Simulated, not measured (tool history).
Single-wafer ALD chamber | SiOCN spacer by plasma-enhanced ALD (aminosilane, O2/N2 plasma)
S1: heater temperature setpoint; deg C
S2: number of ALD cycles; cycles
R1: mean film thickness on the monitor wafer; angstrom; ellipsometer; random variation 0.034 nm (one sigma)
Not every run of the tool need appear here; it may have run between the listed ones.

{"run": 1, "day": 0.0, "S1": 405, "S2": 80, "R1": 52.767}
{"run": 2, "day": 0.038, "S1": 403, "S2": 82, "R1": 54.047}
{"run": 3, "day": 0.375, "S1": 403, "S2": 87, "R1": 57.477}
{"run": 4, "day": 0.571, "S1": 403, "S2": 77, "R1": 50.316}
{"run": 5, "day": 0.712, "S1": 403, "S2": 79, "R1": 51.62}
{"run": 6, "day": 0.908, "S1": 403, "S2": 70, "R1": 45.769}
{"run": 7, "day": 0.992, "S1": 402, "S2": 74, "R1": 48.807}
{"run": 8, "day": 1.092, "S1": 400, "S2": 77, "R1": 50.283}
{"day": 1.188, "done": "thermocouple changed; heater temperature recalibrated"}
{"run": 9, "day": 1.188, "S1": 400, "S2": 80, "R1": 52.494}

Run 10 comes next. What will it give?
{"run": 10, "day": 1.217, "S1": 400, "S2": 82, "R1": "?"}

Logged for run 10: R1 53.829 angstrom.
